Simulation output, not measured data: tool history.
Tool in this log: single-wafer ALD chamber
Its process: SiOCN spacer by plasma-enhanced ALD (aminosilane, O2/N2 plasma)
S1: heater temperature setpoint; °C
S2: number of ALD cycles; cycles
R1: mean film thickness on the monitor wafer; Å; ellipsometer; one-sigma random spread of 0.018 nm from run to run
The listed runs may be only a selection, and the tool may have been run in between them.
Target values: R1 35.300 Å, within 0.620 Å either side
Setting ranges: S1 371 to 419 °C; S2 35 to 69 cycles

run 1 day=0.000 | S1=395 S2=52 | R1=33.158
run 2 day=0.062 | S1=395 S2=58 | R1=36.718
run 3 day=0.300 | S1=395 S2=57 | R1=35.677
run 4 day=0.450 | S1=395 S2=62 | R1=39.346
run 5 day=0.792 | S1=395 S2=69 | R1=43.334
run 6 day=0.908 | S1=395 S2=69 | R1=43.800
run 7 day=1.279 | S1=395 S2=66 | R1=41.595
run 8 day=1.446 | S1=395 S2=64 | R1=40.373
run 9 day=1.650 | S1=395 S2=62 | R1=39.244
run 10 day=1.908 | S1=395 S2=61 | R1=38.437
run 11 day=2.250 | S1=395 S2=60 | R1=38.116
run 12 day=2.517 | S1=395 S2=59 | R1=37.265
run 13 day=2.712 | S1=395 S2=58 | R1=36.391
run 14 day=2.904 | S1=395 S2=57 | R1=35.784

Which single option among these 5 for the next run brings every result within its allowed miss of target? Just one does.
run A day=3.096 | S1=393 S2=59 | R1=?
run B day=3.096 | S1=405 S2=59 | R1=?
run C day=3.096 | S1=394 S2=58 | R1=?
run D day=3.096 | S1=384 S2=56 | R1=?
run E day=3.096 | S1=390 S2=58 | R1=?

move=A R1=36.970
move=B R1=36.549
move=C R1=36.343
move=D R1=35.090
move=E R1=36.343
A: further off than the last run
B: further off than the last run
C: further off than the last run
D: all results land within tolerance of their targets
E: further off than the last run
Move D is the one to make.
